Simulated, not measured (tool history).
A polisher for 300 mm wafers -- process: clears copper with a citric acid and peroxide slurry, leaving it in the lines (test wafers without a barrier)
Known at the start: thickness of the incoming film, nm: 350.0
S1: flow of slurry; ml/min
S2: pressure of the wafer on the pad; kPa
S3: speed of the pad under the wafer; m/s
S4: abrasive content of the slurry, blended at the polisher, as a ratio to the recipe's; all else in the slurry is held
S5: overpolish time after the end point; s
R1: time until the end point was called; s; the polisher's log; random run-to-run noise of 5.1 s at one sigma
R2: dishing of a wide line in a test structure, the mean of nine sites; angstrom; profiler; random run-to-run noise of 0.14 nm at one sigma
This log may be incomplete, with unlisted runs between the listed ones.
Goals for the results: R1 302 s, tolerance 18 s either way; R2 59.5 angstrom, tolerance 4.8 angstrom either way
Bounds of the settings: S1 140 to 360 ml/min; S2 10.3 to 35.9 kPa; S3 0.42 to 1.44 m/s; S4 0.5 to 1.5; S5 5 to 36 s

run 1 hour=0 | S1=230 S2=22.8 S3=0.92 S4=1 S5=18 | R1=156.94 R2=207.93
run 2 hour=2.5 | S1=230 S2=22.8 S3=1.14 S4=1 S5=18 | R1=129.32 R2=228.55
run 3 hour=5.6 | S1=215 S2=20.7 S3=1.1 S4=0.9 S5=16 | R1=149.22 R2=204.22
run 4 hour=12.1 | S1=160 S2=20.7 S3=1.1 S4=0.9 S5=16 | R1=157.59 R2=192.15
run 5 hour=20.9 | S1=155 S2=19.3 S3=1.04 S4=1 S5=14 | R1=173.87 R2=162.06
run 6 hour=28.9 | S1=155 S2=24.8 S3=1.04 S4=1 S5=14 | R1=139.3 R2=199.72
run 7 hour=34 | S1=155 S2=22.8 S3=0.98 S4=1.1 S5=13 | R1=155.84 R2=172.53
run 8 hour=41.6 | S1=155 S2=22.8 S3=0.98 S4=1.1 S5=13 | R1=155.72 R2=176.76
run 9 hour=44 | S1=155 S2=20.7 S3=0.92 S4=1.15 S5=12 | R1=169.6 R2=154.71
run 10 hour=50 | S1=155 S2=19.3 S3=0.84 S4=1.2 S5=11 | R1=203.87 R2=122.62
run 11 hour=52.6 | S1=165 S2=17.9 S3=0.82 S4=1.25 S5=10 | R1=220.2 R2=110.07
run 12 hour=61.1 | S1=180 S2=16.5 S3=0.82 S4=1.3 S5=9 | R1=229.72 R2=93.94
run 13 hour=64.2 | S1=205 S2=10.3 S3=0.74 S4=1.45 S5=5 | R1=372.91 R2=34.869
run 14 hour=72.8 | S1=200 S2=11 S3=0.74 S4=1.45 S5=5 | R1=359.99 R2=36.714
run 15 hour=79.3 | S1=195 S2=11.7 S3=0.74 S4=1.45 S5=5 | R1=339.72 R2=38.914
run 16 hour=86.5 | S1=195 S2=12.4 S3=0.74 S4=1.4 S5=5 | R1=322.75 R2=38.992
run 17 hour=91.5 | S1=190 S2=12.4 S3=0.74 S4=1.4 S5=5 | R1=315.5 R2=40.074
run 18 hour=97.9 | S1=190 S2=12.4 S3=0.74 S4=1.4 S5=6 | R1=325.14 R2=47.769
run 19 hour=100.4 | S1=185 S2=12.4 S3=0.74 S4=1.4 S5=6 | R1=331.77 R2=48.637
run 20 hour=107.7 | S1=180 S2=12.4 S3=0.74 S4=1.4 S5=6 | R1=326.13 R2=46.934

Below are 4 possible settings for the next run. Only one of them brings all results inside the allowed miss of their targets. Which is it?
run A hour=115 | S1=240 S2=13.1 S3=0.62 S4=1.4 S5=5 | R1=? R2=?
run B hour=115 | S1=160 S2=12.4 S3=0.76 S4=1.3 S5=9 | R1=? R2=?
run C hour=115 | S1=145 S2=11.7 S3=0.74 S4=1.3 S5=8 | R1=? R2=?
run D hour=115 | S1=175 S2=13.1 S3=0.76 S4=1.3 S5=7 | R1=? R2=?

move=A R1=347.53 R2=38.646
move=B R1=327.63 R2=69.993
move=C R1=361.68 R2=57.534
move=D R1=306.31 R2=59.333
A: moves away from the targets compared with the last run
B: the result that was furthest off in the last run now lies on the other side of its target
C: the worst result of the last run now meets its target, but another is out of spec
D: in spec on every target
D meets every target.
